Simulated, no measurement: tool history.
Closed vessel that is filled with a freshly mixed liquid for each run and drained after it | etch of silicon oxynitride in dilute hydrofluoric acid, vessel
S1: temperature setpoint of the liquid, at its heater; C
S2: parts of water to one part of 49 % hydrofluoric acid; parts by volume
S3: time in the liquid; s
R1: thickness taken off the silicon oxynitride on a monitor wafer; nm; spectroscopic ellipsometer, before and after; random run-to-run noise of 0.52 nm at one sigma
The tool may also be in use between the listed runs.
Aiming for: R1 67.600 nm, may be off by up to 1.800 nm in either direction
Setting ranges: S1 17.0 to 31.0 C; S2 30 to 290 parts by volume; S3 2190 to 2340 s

run	hour	S1	S2	S3	R1
1	0.0	23.0	160	2190	54.435
2	6.5	23.0	110	2190	83.213
3	12.3	22.0	110	2190	78.816
4	17.8	22.0	55	2190	165.080
5	25.7	21.0	70	2190	122.180
6	34.1	21.0	70	2190	122.800
7	36.8	20.0	75	2190	106.480
8	43.9	19.5	80	2190	98.594
# hour 52.5: hydrofluoric acid flow meter replaced
9	52.5	19.0	85	2190	82.598
10	56.3	18.5	85	2190	79.879
11	61.8	17.0	100	2190	62.190

Exercise: of the 5 proposed moves below, exactly one satisfies all targets within the stated allowed misses. Which move is it?
A	67.3	17.5	115	2300	?
B	67.3	17.0	90	2210	?
C	67.3	17.0	110	2190	?
D	67.3	18.0	105	2210	?
E	67.3	17.0	100	2335	?

move	R1
A	58.133
B	70.752
C	56.629
D	63.130
E	66.845
A: lands further from the targets than the last run did
B: pushes the last run's worst result past its target
C: lands further from the targets than the last run did
D: an improvement on the last run, though not all results are within tolerance
E: all results in spec
E is the move that brings every result within its allowed miss.
